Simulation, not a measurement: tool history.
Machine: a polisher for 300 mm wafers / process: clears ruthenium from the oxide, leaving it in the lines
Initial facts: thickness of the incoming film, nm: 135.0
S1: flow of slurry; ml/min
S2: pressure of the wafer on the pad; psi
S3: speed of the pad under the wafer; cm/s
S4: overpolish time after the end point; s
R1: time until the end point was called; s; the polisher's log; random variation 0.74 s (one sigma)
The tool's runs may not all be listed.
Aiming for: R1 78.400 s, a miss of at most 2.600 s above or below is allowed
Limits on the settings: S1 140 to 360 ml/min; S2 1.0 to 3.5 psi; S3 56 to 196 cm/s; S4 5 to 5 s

run	day	S1	S2	S3	S4	R1
1	0.000	230	2.2	126	5	100.590
2	0.171	185	2.2	126	5	103.630
3	0.412	185	1.7	126	5	125.360
4	0.667	185	1.7	126	5	126.930
5	1.042	190	2.1	126	5	107.380
6	1.125	190	2.5	126	5	94.826
7	1.333	210	2.6	126	5	90.455
8	1.412	220	2.7	126	5	88.655
9	1.550	220	2.8	126	5	85.456
10	1.883	220	2.9	126	5	82.249

Which single option among these 4 for the next run brings every result within its allowed miss of target? Just one does.
A	2.217	235	2.8	126	5	?
B	2.217	260	2.5	130	5	?
C	2.217	160	3.5	120	5	?
D	2.217	150	3.5	110	5	?

move	R1
A	84.719
B	88.948
C	78.041
D	85.590
A: moves away from the targets compared with the last run
B: moves away from the targets compared with the last run
C: meets every target
D: moves away from the targets compared with the last run
Correct choice: C, which meets every target
